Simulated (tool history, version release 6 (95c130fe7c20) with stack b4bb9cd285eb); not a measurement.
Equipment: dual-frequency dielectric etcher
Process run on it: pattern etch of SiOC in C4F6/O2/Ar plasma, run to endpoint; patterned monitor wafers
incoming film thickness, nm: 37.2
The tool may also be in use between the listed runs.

run    day  bias power (kW)  source power (kW)  endpoint time (s)
  1  0.000            0.477              0.350             14.812
  2  0.346            0.477              0.300             15.282
  3  0.500            0.477              0.330             14.964
  4  0.838            0.496              0.330             14.623
  5  1.062            0.508              0.330             14.424
  6  1.158            0.508              0.380             14.093

Run 7 is up next; what results do you expect?
  7  1.300            0.516              0.380                  ?

Run 7 gave endpoint time (s) 13.883.

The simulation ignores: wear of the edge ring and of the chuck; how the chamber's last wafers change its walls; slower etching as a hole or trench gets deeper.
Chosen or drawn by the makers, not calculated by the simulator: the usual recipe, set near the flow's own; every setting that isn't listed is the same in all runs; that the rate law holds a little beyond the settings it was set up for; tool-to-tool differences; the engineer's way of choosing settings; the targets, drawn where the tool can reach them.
